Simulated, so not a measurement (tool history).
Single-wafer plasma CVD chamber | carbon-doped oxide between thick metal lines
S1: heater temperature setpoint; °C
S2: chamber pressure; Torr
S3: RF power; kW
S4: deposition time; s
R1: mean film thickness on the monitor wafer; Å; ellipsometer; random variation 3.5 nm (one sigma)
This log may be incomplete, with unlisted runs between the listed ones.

run	hour	S1	S2	S3	S4	R1
1	0	360	4.49	0.575	199	10770
2	3	360	4.95	0.575	199	10957
3	10.6	361	4.73	0.54	199	10501
4	17.5	361	4	0.54	199	10290
5	22.7	361	4	0.6	199	10926
6	24.4	361	4	0.645	199	11363
7	28.9	363	3.83	0.595	199	10757

Run 8 is up next; what results do you expect?
8	33.6	364	3.71	0.555	199	?

Run 8 measured R1 10320 Å.
